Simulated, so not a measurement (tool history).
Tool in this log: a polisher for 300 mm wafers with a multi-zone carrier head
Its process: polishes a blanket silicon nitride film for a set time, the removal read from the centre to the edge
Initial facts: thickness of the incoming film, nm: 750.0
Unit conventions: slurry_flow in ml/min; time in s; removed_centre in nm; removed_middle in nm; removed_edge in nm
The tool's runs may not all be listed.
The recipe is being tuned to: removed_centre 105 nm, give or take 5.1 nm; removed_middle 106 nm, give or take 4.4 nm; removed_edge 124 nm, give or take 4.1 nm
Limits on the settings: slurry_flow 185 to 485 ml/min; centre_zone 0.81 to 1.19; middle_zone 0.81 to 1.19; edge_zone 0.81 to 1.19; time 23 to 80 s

Run 1, day 0: slurry_flow 310 ml/min, centre_zone 1, middle_zone 1, edge_zone 1, time 51 s. Result: removed_centre 80.599 nm, removed_middle 80.626 nm, removed_edge 81.153 nm.
Run 2, day 0.108: slurry_flow 310 ml/min, centre_zone 1.03, middle_zone 1, edge_zone 1, time 51 s. Result: removed_centre 83.488 nm, removed_middle 80.854 nm, removed_edge 82.839 nm.
Run 3, day 0.2: slurry_flow 305 ml/min, centre_zone 1.02, middle_zone 0.99, edge_zone 1.02, time 53 s. Result: removed_centre 84.336 nm, removed_middle 83.359 nm, removed_edge 86.119 nm.
Run 4, day 0.508: slurry_flow 300 ml/min, centre_zone 1.02, middle_zone 0.98, edge_zone 1.04, time 55 s. Result: removed_centre 91.432 nm, removed_middle 84.346 nm, removed_edge 91.341 nm.
Run 5, day 0.858: slurry_flow 300 ml/min, centre_zone 1, middle_zone 0.98, edge_zone 1.06, time 57 s. Result: removed_centre 90.318 nm, removed_middle 87.449 nm, removed_edge 92.728 nm.
Run 6, day 1.212: slurry_flow 230 ml/min, centre_zone 1, middle_zone 0.98, edge_zone 1.06, time 57 s. Result: removed_centre 87.782 nm, removed_middle 87.173 nm, removed_edge 93.517 nm.
Run 7, day 1.383: slurry_flow 225 ml/min, centre_zone 0.99, middle_zone 0.98, edge_zone 1.07, time 59 s. Result: removed_centre 86.912 nm, removed_middle 88.907 nm, removed_edge 95.385 nm.
Run 8, day 1.629: slurry_flow 225 ml/min, centre_zone 0.99, middle_zone 0.98, edge_zone 1.07, time 59 s. Result: removed_centre 89.98 nm, removed_middle 87.836 nm, removed_edge 95.32 nm.

Exactly one of the 5 candidate moves below puts every result within its allowed miss. Which one?
Run A, day 1.875: slurry_flow 185 ml/min, centre_zone 0.94, middle_zone 0.91, edge_zone 1.19, time 51 s. Result: removed_centre ?, removed_middle ?, removed_edge ?.
Run B, day 1.875: slurry_flow 375 ml/min, centre_zone 1.16, middle_zone 1.1, edge_zone 0.93, time 54 s. Result: removed_centre ?, removed_middle ?, removed_edge ?.
Run C, day 1.875: slurry_flow 190 ml/min, centre_zone 0.93, middle_zone 0.92, edge_zone 1.14, time 74 s. Result: removed_centre ?, removed_middle ?, removed_edge ?.
Run D, day 1.875: slurry_flow 235 ml/min, centre_zone 0.86, middle_zone 0.91, edge_zone 1.17, time 76 s. Result: removed_centre ?, removed_middle ?, removed_edge ?.
Run E, day 1.875: slurry_flow 240 ml/min, centre_zone 0.97, middle_zone 1.03, edge_zone 1.03, time 64 s. Result: removed_centre ?, removed_middle ?, removed_edge ?.

move  removed_centre  removed_middle  removed_edge
   A           73.04          72.078        86.707
   B          101.79          93.937        84.548
   C          105.13          105.76        123.24
   D          101.84          109.72        130.09
   E          97.092          102.18        102.69
A: the biggest miss grows against the last run
B: the biggest miss grows against the last run
C: hits every target within its allowed miss
D: the result that was furthest off in the last run now lies on the other side of its target
E: nearer than the last run, and not there yet
C meets every target.

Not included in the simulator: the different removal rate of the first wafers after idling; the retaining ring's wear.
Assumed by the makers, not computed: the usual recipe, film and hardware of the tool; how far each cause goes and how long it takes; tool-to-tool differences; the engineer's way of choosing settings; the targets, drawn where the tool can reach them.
